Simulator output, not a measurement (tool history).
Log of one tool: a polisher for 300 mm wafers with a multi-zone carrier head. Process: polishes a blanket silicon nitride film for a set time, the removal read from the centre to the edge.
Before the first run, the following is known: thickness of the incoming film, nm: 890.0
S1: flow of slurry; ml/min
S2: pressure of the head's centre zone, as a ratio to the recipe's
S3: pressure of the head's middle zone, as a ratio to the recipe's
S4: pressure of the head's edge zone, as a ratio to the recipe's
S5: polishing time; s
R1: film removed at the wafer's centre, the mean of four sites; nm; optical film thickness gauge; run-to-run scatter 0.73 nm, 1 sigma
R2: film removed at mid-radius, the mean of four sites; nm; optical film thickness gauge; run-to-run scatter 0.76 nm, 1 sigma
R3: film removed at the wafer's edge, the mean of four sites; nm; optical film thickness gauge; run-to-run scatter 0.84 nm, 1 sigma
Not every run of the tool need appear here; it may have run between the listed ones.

run,hour,S1,S2,S3,S4,S5,R1,R2,R3
1,0.0,215,1.00,1.00,1.00,52,78.683,81.223,78.665
2,3.9,205,0.98,0.98,1.01,52,77.043,80.392,79.982
3,7.6,205,0.98,1.06,1.01,52,78.008,84.231,79.938
4,15.3,165,0.98,1.06,1.01,52,75.761,82.728,78.198
5,15.9,165,0.98,1.06,1.01,62,89.604,98.651,93.740
6,21.9,160,0.96,1.01,1.00,60,84.498,92.243,89.491
7,24.5,155,0.94,0.97,1.00,58,79.545,84.984,86.587
8,32.3,155,0.92,0.95,0.98,57,77.771,82.352,83.240
9,33.1,150,0.90,0.93,0.98,56,73.466,80.863,82.529
10,36.2,145,0.90,0.91,0.98,55,71.027,77.204,79.101

Estimate the outcome of run 11 from the log above:
11,44.9,145,0.90,0.90,0.99,55,?,?,?

R1: 73.390 nm
R2: 76.786 nm
R3: 82.024 nm
